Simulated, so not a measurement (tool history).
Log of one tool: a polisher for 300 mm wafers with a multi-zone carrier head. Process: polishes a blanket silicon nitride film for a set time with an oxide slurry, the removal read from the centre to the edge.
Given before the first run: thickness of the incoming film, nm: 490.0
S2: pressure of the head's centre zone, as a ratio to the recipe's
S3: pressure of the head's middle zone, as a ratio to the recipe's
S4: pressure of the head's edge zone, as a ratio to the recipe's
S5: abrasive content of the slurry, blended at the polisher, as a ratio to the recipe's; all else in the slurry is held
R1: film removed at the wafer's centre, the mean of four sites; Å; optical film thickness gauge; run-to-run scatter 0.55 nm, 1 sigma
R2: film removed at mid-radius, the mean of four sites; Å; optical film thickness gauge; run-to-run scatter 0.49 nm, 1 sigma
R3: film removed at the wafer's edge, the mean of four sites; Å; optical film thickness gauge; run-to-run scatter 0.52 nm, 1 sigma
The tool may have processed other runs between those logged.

{"run": 1, "day": 0.0, "flow of slurry (ml/min)": 195, "S2": 1.0, "S3": 1.0, "S4": 1.0, "S5": 1.0, "polishing time (s)": 56, "R1": 505.76, "R2": 519.35, "R3": 496.96}
{"run": 2, "day": 0.029, "flow of slurry (ml/min)": 195, "S2": 1.0, "S3": 1.0, "S4": 1.0, "S5": 1.15, "polishing time (s)": 56, "R1": 532.72, "R2": 541.77, "R3": 526.51}
{"run": 3, "day": 0.292, "flow of slurry (ml/min)": 195, "S2": 1.0, "S3": 1.06, "S4": 1.0, "S5": 1.15, "polishing time (s)": 56, "R1": 537.91, "R2": 568.17, "R3": 529.84}
{"run": 4, "day": 0.479, "flow of slurry (ml/min)": 195, "S2": 1.0, "S3": 1.06, "S4": 1.0, "S5": 1.15, "polishing time (s)": 50, "R1": 474.66, "R2": 516.27, "R3": 471.82}
{"run": 5, "day": 0.775, "flow of slurry (ml/min)": 215, "S2": 1.05, "S3": 1.05, "S4": 1.02, "S5": 1.25, "polishing time (s)": 51, "R1": 530.41, "R2": 542.17, "R3": 501.4}
{"run": 6, "day": 0.904, "flow of slurry (ml/min)": 215, "S2": 0.98, "S3": 1.05, "S4": 1.02, "S5": 1.25, "polishing time (s)": 51, "R1": 495.77, "R2": 537.67, "R3": 503.89}
{"run": 7, "day": 1.038, "flow of slurry (ml/min)": 220, "S2": 1.03, "S3": 1.03, "S4": 1.03, "S5": 1.3, "polishing time (s)": 53, "R1": 557.02, "R2": 564.05, "R3": 529.74}
{"run": 8, "day": 1.267, "flow of slurry (ml/min)": 215, "S2": 1.07, "S3": 1.01, "S4": 1.05, "S5": 1.35, "polishing time (s)": 55, "R1": 605.4, "R2": 576.24, "R3": 559.45}
{"run": 9, "day": 1.354, "flow of slurry (ml/min)": 220, "S2": 1.1, "S3": 1.0, "S4": 1.07, "S5": 1.4, "polishing time (s)": 56, "R1": 640.78, "R2": 588.62, "R3": 585.46}
{"run": 10, "day": 1.562, "flow of slurry (ml/min)": 230, "S2": 1.12, "S3": 0.99, "S4": 1.08, "S5": 1.45, "polishing time (s)": 57, "R1": 682.04, "R2": 608.04, "R3": 601.54}
{"run": 11, "day": 1.879, "flow of slurry (ml/min)": 235, "S2": 1.14, "S3": 0.99, "S4": 1.09, "S5": 1.45, "polishing time (s)": 58, "R1": 708.59, "R2": 626.83, "R3": 616.92}

Expected results for the next run?
{"run": 12, "day": 1.983, "flow of slurry (ml/min)": 290, "S2": 1.19, "S3": 0.94, "S4": 1.12, "S5": 1.5, "polishing time (s)": 58, "R1": "?", "R2": "?", "R3": "?"}

R1: 747.47 Å
R2: 623.15 Å
R3: 644.64 Å
